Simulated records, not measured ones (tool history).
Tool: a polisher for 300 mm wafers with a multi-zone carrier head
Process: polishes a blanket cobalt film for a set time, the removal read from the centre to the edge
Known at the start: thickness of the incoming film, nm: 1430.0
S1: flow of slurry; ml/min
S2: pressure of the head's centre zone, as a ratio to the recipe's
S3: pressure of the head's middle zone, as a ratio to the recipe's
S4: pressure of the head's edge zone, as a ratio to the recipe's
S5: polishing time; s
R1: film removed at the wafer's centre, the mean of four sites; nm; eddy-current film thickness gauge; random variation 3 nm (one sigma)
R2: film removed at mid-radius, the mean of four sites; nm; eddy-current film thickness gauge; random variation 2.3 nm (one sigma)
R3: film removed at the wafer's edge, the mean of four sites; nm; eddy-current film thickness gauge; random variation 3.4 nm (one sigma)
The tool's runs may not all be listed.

run  hour   S1    S2    S3    S4  S5      R1      R2      R3
  1   0.0  200  1.00  1.00  1.00  65  385.77  395.30  395.29
  2   5.5  180  1.00  1.00  1.00  65  377.07  392.53  382.90
  3   8.3  180  1.00  1.00  1.00  75  436.29  453.91  443.74
  4  10.7  180  0.93  1.00  1.00  75  414.24  454.30  441.52
  5  11.9  180  0.93  0.93  1.00  75  414.43  423.27  450.86
  6  15.8  200  0.93  0.93  1.00  75  407.93  426.02  439.81
  7  18.8  200  0.92  0.91  0.98  72  398.55  407.40  417.03
  8  19.3  150  0.86  0.81  1.02  55  275.66  271.93  328.08
  9  28.3  160  0.87  0.82  1.02  55  276.22  276.20  329.35
 10  29.0  170  0.88  0.83  1.02  55  281.64  282.24  326.60
 11  30.9  175  0.89  0.83  1.02  55  288.40  286.69  335.95
 12  34.4  180  0.90  0.83  1.01  55  293.84  286.60  330.43
 13  39.3  185  0.90  0.83  1.01  55  291.53  283.65  326.31
 14  43.4  190  0.91  0.84  1.01  55  295.83  288.40  321.61

The next listed run, before its measurement:
 15  45.8  190  0.91  0.84  1.02  55   ?   ?   ?

{"run 15": {"R1": 296.73, "R2": 285.9, "R3": 334.28}}
